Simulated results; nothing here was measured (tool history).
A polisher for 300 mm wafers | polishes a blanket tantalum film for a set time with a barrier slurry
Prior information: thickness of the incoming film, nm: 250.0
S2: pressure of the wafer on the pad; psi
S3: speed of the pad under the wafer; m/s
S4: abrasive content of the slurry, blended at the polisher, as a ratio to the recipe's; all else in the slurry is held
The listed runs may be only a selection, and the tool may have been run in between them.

run 1 hour=0 | flow_of_slurry_(ml/min)=315 S2=2.5 S3=1.22 S4=1 polishing_time_(s)=19 | film_removed_(angstrom)=514.78
run 2 hour=1 | flow_of_slurry_(ml/min)=315 S2=2.1 S3=1.16 S4=1 polishing_time_(s)=19 | film_removed_(angstrom)=411.67
run 3 hour=5.6 | flow_of_slurry_(ml/min)=315 S2=1.8 S3=1.14 S4=1 polishing_time_(s)=19 | film_removed_(angstrom)=350.66
run 4 hour=8.2 | flow_of_slurry_(ml/min)=385 S2=1.8 S3=1.14 S4=1 polishing_time_(s)=19 | film_removed_(angstrom)=353.59
run 5 hour=12 | flow_of_slurry_(ml/min)=385 S2=1.8 S3=0.88 S4=1 polishing_time_(s)=19 | film_removed_(angstrom)=277.27
run 6 hour=18.3 | flow_of_slurry_(ml/min)=385 S2=2.3 S3=0.88 S4=1 polishing_time_(s)=19 | film_removed_(angstrom)=356.52
run 7 hour=22.3 | flow_of_slurry_(ml/min)=385 S2=2.3 S3=0.88 S4=1 polishing_time_(s)=19 | film_removed_(angstrom)=351.29
run 8 hour=23.3 | flow_of_slurry_(ml/min)=385 S2=2.1 S3=0.88 S4=1 polishing_time_(s)=19 | film_removed_(angstrom)=316.75
run 9 hour=28.7 | flow_of_slurry_(ml/min)=385 S2=2 S3=0.88 S4=1 polishing_time_(s)=19 | film_removed_(angstrom)=308.24
run 10 hour=30.7 | flow_of_slurry_(ml/min)=385 S2=1.9 S3=0.88 S4=1 polishing_time_(s)=19 | film_removed_(angstrom)=293.93
run 11 hour=36.8 | flow_of_slurry_(ml/min)=385 S2=1.9 S3=0.88 S4=1 polishing_time_(s)=19 | film_removed_(angstrom)=292.73

Run 12 comes next. What will it give?
run 12 hour=39.5 | flow_of_slurry_(ml/min)=385 S2=1.8 S3=0.88 S4=1 polishing_time_(s)=19 | film_removed_(angstrom)=?

For run 12 the tool returned film removed (angstrom) 277.96.
